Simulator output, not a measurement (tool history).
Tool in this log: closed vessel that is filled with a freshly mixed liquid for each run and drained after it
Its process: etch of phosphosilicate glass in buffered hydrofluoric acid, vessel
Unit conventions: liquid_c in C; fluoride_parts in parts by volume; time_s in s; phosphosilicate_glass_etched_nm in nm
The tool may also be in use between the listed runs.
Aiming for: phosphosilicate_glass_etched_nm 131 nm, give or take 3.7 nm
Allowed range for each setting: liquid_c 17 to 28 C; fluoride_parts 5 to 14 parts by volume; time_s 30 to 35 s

run  hour  liquid_c  fluoride_parts  time_s  phosphosilicate_glass_etched_nm
  1     0        20             8.5      35                            89.04
  2   7.9        20            10.5      35                            74.85
  3    12      22.5              10      35                           89.713
  4  13.9      22.5              10      35                           90.997
  5  17.9      19.5              10      35                            76.78
  6  18.5      19.5              10      35                           76.089
  7  19.1        22             9.5      35                           91.012
  8    24      23.5             9.5      35                           98.661
  9  27.4        25             9.5      35                           106.89
 10  34.3        26             9.5      35                           112.94
 11  36.2      26.5             9.5      35                           114.98

Of the 5 settings listed for the next run, only one would bring every result within its allowed miss of target. Which one?
  A  38.1        28            11.5      35                                ?
  B  38.1        26             9.5      30                                ?
  C  38.1      27.5             7.5      30                                ?
  D  38.1        25             9.5      35                                ?
  E  38.1        26              10      30                                ?

move  phosphosilicate_glass_etched_nm
   A                           106.12
   B                           96.717
   C                           132.08
   D                           106.91
   E                           93.645
A: its largest miss is bigger than the last run's
B: its largest miss is bigger than the last run's
C: hits every target within its allowed miss
D: its largest miss is bigger than the last run's
E: its largest miss is bigger than the last run's
Move C is the one to make.

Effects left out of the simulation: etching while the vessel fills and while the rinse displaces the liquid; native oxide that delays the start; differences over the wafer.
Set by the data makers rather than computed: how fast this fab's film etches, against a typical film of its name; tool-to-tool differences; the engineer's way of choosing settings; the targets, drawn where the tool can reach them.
